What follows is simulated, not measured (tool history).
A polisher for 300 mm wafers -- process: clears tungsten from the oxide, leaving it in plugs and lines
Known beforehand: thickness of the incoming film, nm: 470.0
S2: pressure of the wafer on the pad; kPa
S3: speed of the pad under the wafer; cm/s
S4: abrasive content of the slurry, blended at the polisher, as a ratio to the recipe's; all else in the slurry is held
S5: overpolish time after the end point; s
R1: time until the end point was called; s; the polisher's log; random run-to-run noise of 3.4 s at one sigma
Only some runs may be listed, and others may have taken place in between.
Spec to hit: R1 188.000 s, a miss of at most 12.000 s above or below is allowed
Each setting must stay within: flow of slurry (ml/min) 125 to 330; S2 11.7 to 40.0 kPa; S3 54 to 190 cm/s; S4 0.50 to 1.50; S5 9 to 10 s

{"run": 1, "hour": 0.0, "flow of slurry (ml/min)": 210, "S2": 25.5, "S3": 122, "S4": 1.0, "S5": 10, "R1": 95.172}
{"run": 2, "hour": 2.9, "flow of slurry (ml/min)": 210, "S2": 22.8, "S3": 118, "S4": 1.0, "S5": 10, "R1": 104.32}
{"run": 3, "hour": 7.0, "flow of slurry (ml/min)": 260, "S2": 22.8, "S3": 118, "S4": 1.0, "S5": 10, "R1": 99.368}
{"run": 4, "hour": 8.6, "flow of slurry (ml/min)": 260, "S2": 22.8, "S3": 118, "S4": 1.15, "S5": 10, "R1": 98.523}
{"run": 5, "hour": 14.8, "flow of slurry (ml/min)": 255, "S2": 20.7, "S3": 112, "S4": 1.15, "S5": 10, "R1": 111.28}
{"run": 6, "hour": 16.0, "flow of slurry (ml/min)": 255, "S2": 20.7, "S3": 112, "S4": 1.05, "S5": 10, "R1": 111.57}
{"run": 7, "hour": 16.8, "flow of slurry (ml/min)": 250, "S2": 18.6, "S3": 106, "S4": 1.05, "S5": 10, "R1": 124.46}
{"run": 8, "hour": 19.3, "flow of slurry (ml/min)": 245, "S2": 17.2, "S3": 100, "S4": 1.05, "S5": 10, "R1": 137.34}
{"run": 9, "hour": 25.0, "flow of slurry (ml/min)": 245, "S2": 15.9, "S3": 96, "S4": 1.05, "S5": 10, "R1": 158.67}
{"run": 10, "hour": 27.1, "flow of slurry (ml/min)": 240, "S2": 15.2, "S3": 96, "S4": 1.05, "S5": 10, "R1": 155.43}
{"run": 11, "hour": 30.6, "flow of slurry (ml/min)": 240, "S2": 14.5, "S3": 94, "S4": 1.05, "S5": 10, "R1": 164.17}
{"run": 12, "hour": 36.3, "flow of slurry (ml/min)": 240, "S2": 13.8, "S3": 94, "S4": 1.05, "S5": 10, "R1": 167.52}

Next run, 4 choices. One meets every target within its allowed miss, the rest don't. Which?
{"run": "A", "hour": 42.0, "flow of slurry (ml/min)": 195, "S2": 12.4, "S3": 82, "S4": 0.8, "S5": 9, "R1": "?"}
{"run": "B", "hour": 42.0, "flow of slurry (ml/min)": 250, "S2": 12.4, "S3": 74, "S4": 1.15, "S5": 9, "R1": "?"}
{"run": "C", "hour": 42.0, "flow of slurry (ml/min)": 205, "S2": 12.4, "S3": 90, "S4": 1.1, "S5": 9, "R1": "?"}
{"run": "D", "hour": 42.0, "flow of slurry (ml/min)": 250, "S2": 11.7, "S3": 78, "S4": 1.1, "S5": 9, "R1": "?"}

move=A R1=213.100
move=B R1=212.590
move=C R1=188.440
move=D R1=212.770
A: carries the result that was furthest off beyond its target, to the other side
B: carries the result that was furthest off beyond its target, to the other side
C: all results land within tolerance of their targets
D: carries the result that was furthest off beyond its target, to the other side
Go with C: it meets all targets.
